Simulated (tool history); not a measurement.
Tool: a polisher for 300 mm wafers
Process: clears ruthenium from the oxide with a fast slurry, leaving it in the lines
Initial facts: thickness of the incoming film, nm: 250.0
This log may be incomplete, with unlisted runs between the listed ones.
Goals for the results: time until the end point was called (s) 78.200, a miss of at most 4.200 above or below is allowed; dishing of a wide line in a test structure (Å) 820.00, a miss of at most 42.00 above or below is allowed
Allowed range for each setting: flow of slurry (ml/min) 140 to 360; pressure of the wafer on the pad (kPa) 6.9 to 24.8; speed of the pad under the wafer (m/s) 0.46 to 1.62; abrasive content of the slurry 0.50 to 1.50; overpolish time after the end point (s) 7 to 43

run,hour,flow of slurry (ml/min),pressure of the wafer on the pad (kPa),speed of the pad under the wafer (m/s),abrasive content of the slurry,overpolish time after the end point (s),time until the end point was called (s),dishing of a wide line in a test structure (Å)
1,0.0,230,15.9,1.04,1.00,22,81.928,559.68
2,8.6,230,15.9,1.20,1.00,22,76.660,598.33
3,14.7,230,15.9,1.20,1.00,13,73.282,384.01
4,18.8,230,15.9,1.20,1.00,15,73.647,439.09
5,20.9,230,15.9,1.20,1.00,17,74.557,483.90
6,25.6,230,15.9,1.20,1.00,18,74.438,520.30
7,28.8,230,15.9,1.22,1.00,19,75.844,557.57
8,37.2,230,15.9,1.24,1.00,20,73.001,573.77

Which one of the following 4 next-run settings gets every result inside its allowed miss? There is exactly one.
A,45.6,175,17.2,1.08,1.15,25,?,?
B,45.6,250,15.9,1.16,1.20,25,?,?
C,45.6,245,17.9,0.98,0.90,40,?,?
D,45.6,220,15.2,1.14,1.10,33,?,?

move,time until the end point was called (s),dishing of a wide line in a test structure (Å)
A,68.964,681.38
B,67.572,692.56
C,75.771,907.05
D,74.935,793.17
A: nearer the targets than the last run, but a result is still out of spec
B: nearer the targets than the last run, but a result is still out of spec
C: takes the biggest miss from the last run beyond its target
D: in spec on every target
Go with D: it meets all targets.

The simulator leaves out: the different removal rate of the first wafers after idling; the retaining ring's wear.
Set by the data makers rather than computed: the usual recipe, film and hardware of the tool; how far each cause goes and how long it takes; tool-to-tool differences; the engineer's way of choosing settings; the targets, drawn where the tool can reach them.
